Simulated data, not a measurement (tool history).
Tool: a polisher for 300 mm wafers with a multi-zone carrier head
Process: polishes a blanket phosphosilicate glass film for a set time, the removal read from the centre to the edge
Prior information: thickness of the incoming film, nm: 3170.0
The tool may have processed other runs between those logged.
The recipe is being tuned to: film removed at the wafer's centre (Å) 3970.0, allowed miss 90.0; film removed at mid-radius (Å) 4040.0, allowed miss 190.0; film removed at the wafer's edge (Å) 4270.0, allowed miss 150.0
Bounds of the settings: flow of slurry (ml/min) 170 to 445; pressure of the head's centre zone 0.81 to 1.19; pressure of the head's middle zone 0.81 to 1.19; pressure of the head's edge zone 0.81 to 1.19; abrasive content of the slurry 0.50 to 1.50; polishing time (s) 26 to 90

run	hour	flow of slurry (ml/min)	pressure of the head's centre zone	pressure of the head's middle zone	pressure of the head's edge zone	abrasive content of the slurry	polishing time (s)	film removed at the wafer's centre (Å)	film removed at mid-radius (Å)	film removed at the wafer's edge (Å)
1	0.0	285	1.00	1.00	1.00	1.00	58	7781.1	7678.4	7708.6
2	6.9	280	0.98	0.98	0.98	0.90	55	6928.5	6879.2	6912.8
3	8.9	280	0.98	0.98	0.98	0.90	47	5944.3	5951.2	5785.9
4	10.9	275	0.96	0.95	0.97	0.85	46	5464.8	5573.9	5640.5
5	13.2	275	0.96	0.87	0.97	0.85	46	5529.4	5294.6	5621.4
6	20.7	275	0.96	0.87	0.97	0.85	32	3846.8	3591.1	3903.9
7	27.0	280	0.95	0.89	0.98	0.85	32	3792.1	3666.0	3908.4
8	33.3	275	0.95	0.90	0.99	0.90	32	3895.6	3755.1	4094.0
9	37.4	275	0.95	0.91	0.99	0.90	32	3841.5	3788.6	4016.5
10	44.6	275	0.95	0.92	0.99	0.95	32	3969.3	3978.8	4061.9

Exercise: of the 5 proposed moves below, exactly one satisfies all targets within the stated allowed misses. Which move is it?
A	51.8	280	1.00	0.93	0.98	0.90	31	?	?	?
B	51.8	265	0.96	0.86	1.11	0.95	32	?	?	?
C	51.8	225	0.86	0.97	1.04	1.00	36	?	?	?
D	51.8	260	0.93	1.05	0.95	0.95	34	?	?	?
E	51.8	295	0.92	0.91	1.00	1.10	31	?	?	?

move	film removed at the wafer's centre (Å)	film removed at mid-radius (Å)	film removed at the wafer's edge (Å)
A	3949.6	3683.6	3824.1
B	3962.6	3657.7	4265.9
C	3970.2	4453.6	4650.9
D	4071.5	4447.7	4183.7
E	3935.2	3933.1	4177.7
A: misses by more than the last run did
B: gets the furthest-off result to its target, but another result is out of tolerance
C: takes the biggest miss from the last run beyond its target
D: gets the furthest-off result to its target, but another result is out of tolerance
E: hits every target within its allowed miss
The right move is E.
